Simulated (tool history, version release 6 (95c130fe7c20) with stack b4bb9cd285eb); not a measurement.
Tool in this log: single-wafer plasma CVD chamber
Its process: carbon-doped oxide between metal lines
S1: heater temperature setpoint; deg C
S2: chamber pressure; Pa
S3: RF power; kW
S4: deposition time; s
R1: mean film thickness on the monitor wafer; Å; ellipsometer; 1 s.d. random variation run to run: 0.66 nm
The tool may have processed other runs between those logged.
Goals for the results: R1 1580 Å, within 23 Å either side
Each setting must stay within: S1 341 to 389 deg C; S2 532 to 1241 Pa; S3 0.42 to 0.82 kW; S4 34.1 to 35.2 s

run,hour,S1,S2,S3,S4,R1
1,0,365,887,0.62,34.1,2129.2
2,4.3,371,792,0.565,34.1,1888.8
3,7,367,792,0.565,34.1,1924.1
4,10.8,372,725,0.55,34.1,1812.5
5,17.8,376,675,0.545,34.1,1761.8
6,19.3,379,637,0.535,34.1,1710.9
7,23.7,381,609,0.53,34.1,1671.6
8,31,381,609,0.53,34.1,1669.4
9,39.3,383,589,0.525,34.1,1644.5
10,40.5,384,575,0.525,34.1,1642.7
11,45.5,385,564,0.52,34.1,1607.5
12,54.1,386,560,0.52,34.1,1621.7

Exercise: of the 5 proposed moves below, exactly one satisfies all targets within the stated allowed misses. Which move is it?
A,62.7,389,541,0.525,35,?
B,62.7,389,532,0.55,34.1,?
C,62.7,388,559,0.515,34.1,?
D,62.7,389,591,0.535,35,?
E,62.7,380,648,0.51,35.2,?

move,R1
A,1649.4
B,1683
C,1584.3
D,1702
E,1674.6
A: the biggest miss grows against the last run
B: the biggest miss grows against the last run
C: every result lands within tolerance
D: the biggest miss grows against the last run
E: the biggest miss grows against the last run
Move C is the one to make.
